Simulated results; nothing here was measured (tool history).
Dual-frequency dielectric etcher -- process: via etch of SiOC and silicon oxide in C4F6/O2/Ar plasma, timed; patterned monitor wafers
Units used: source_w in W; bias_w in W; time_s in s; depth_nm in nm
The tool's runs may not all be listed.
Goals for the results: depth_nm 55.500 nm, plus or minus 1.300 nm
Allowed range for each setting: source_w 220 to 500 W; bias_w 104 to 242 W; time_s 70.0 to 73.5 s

{"run": 1, "day": 0.0, "source_w": 360, "bias_w": 173, "time_s": 70.0, "depth_nm": 71.845}
{"run": 2, "day": 0.088, "source_w": 360, "bias_w": 173, "time_s": 73.5, "depth_nm": 75.392}
{"run": 3, "day": 0.388, "source_w": 330, "bias_w": 155, "time_s": 72.5, "depth_nm": 69.583}
{"run": 4, "day": 0.629, "source_w": 330, "bias_w": 127, "time_s": 72.5, "depth_nm": 65.512}
{"run": 5, "day": 0.854, "source_w": 330, "bias_w": 110, "time_s": 72.5, "depth_nm": 62.998}
{"run": 6, "day": 1.183, "source_w": 330, "bias_w": 110, "time_s": 70.0, "depth_nm": 61.137}
{"run": 7, "day": 1.446, "source_w": 310, "bias_w": 108, "time_s": 70.0, "depth_nm": 59.021}
{"run": 8, "day": 1.583, "source_w": 300, "bias_w": 107, "time_s": 70.0, "depth_nm": 58.086}
{"run": 9, "day": 1.708, "source_w": 290, "bias_w": 106, "time_s": 70.0, "depth_nm": 56.862}

Which single option among these 4 for the next run brings every result within its allowed miss of target? Just one does.
{"run": "A", "day": 1.833, "source_w": 300, "bias_w": 108, "time_s": 71.0, "depth_nm": "?"}
{"run": "B", "day": 1.833, "source_w": 310, "bias_w": 112, "time_s": 70.0, "depth_nm": "?"}
{"run": "C", "day": 1.833, "source_w": 320, "bias_w": 105, "time_s": 70.0, "depth_nm": "?"}
{"run": "D", "day": 1.833, "source_w": 250, "bias_w": 106, "time_s": 72.5, "depth_nm": "?"}

move=A depth_nm=59.087
move=B depth_nm=59.678
move=C depth_nm=59.474
move=D depth_nm=55.384
A: lands further from the targets than the last run did
B: lands further from the targets than the last run did
C: lands further from the targets than the last run did
D: in spec on every target
The right move is D.

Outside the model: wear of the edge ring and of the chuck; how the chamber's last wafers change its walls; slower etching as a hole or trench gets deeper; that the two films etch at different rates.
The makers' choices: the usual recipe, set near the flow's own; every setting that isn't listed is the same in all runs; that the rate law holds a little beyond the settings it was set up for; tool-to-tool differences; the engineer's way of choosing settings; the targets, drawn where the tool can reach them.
